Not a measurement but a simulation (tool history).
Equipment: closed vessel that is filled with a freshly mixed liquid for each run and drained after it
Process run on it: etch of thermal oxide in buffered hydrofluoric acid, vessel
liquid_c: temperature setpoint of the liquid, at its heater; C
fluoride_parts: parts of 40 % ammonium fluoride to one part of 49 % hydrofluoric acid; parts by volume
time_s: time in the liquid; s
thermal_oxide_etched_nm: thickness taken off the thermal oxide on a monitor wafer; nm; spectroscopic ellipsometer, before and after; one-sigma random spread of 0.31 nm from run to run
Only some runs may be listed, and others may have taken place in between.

run	day	liquid_c	fluoride_parts	time_s	thermal_oxide_etched_nm
1	0	24	11.5	95	95.888
2	0.079	25.5	11.5	95	104.96
3	0.333	25	11.5	95	102.45
4	0.6	25	11.5	105	112.52
5	0.829	25	9	105	137.52
6	0.967	25	7.5	105	167.18
7	1.175	24	8	105	148.15
8	1.488	20	9.5	105	101.12

Run 9 is up next; what results do you expect?
9	1.521	19.5	9.5	105	?

{"run 9": {"thermal_oxide_etched_nm": 98.837}}
